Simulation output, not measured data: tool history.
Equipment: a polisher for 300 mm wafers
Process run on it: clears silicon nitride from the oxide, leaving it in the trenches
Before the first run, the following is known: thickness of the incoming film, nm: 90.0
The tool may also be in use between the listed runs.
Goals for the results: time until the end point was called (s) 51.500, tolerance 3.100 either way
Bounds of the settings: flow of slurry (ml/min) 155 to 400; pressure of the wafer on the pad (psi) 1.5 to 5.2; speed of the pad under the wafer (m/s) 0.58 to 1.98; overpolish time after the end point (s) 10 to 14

run  hour  flow of slurry (ml/min)  pressure of the wafer on the pad (psi)  speed of the pad under the wafer (m/s)  overpolish time after the end point (s)  time until the end point was called (s)
  1   0.0                      255                                     3.3                                    1.28                                       14                                   69.587
  2   0.6                      255                                     2.4                                    1.28                                       14                                   88.137
  3   2.9                      255                                     2.4                                    1.04                                       14                                  104.660
  4   5.7                      255                                     2.4                                    1.20                                       14                                   92.624
  5  10.8                      255                                     2.1                                    1.20                                       14                                  102.540
  6  15.5                      255                                     2.5                                    1.22                                       14                                   89.522
  7  18.7                      255                                     2.8                                    1.24                                       14                                   79.848
  8  22.5                      255                                     3.0                                    1.26                                       14                                   77.937
  9  27.5                      255                                     3.2                                    1.28                                       14                                   70.636
 10  31.6                      255                                     4.2                                    1.32                                       14                                   58.232

Which single option among these 5 for the next run brings every result within its allowed miss of target? Just one does.
  A  35.7                      270                                     4.8                                    1.12                                       14                                        ?
  B  35.7                      300                                     4.0                                    1.36                                       11                                        ?
  C  35.7                      285                                     4.3                                    1.46                                       14                                        ?
  D  35.7                      255                                     3.3                                    1.48                                       14                                        ?
  E  35.7                      190                                     4.7                                    0.94                                       14                                        ?

move  time until the end point was called (s)
   A                                   57.109
   B                                   57.034
   C                                   51.171
   D                                   62.759
   E                                   67.131
A: moves toward the targets from the last run without getting all of them in spec
B: moves toward the targets from the last run without getting all of them in spec
C: meets every target
D: its largest miss is bigger than the last run's
E: its largest miss is bigger than the last run's
The move that meets every target is C.
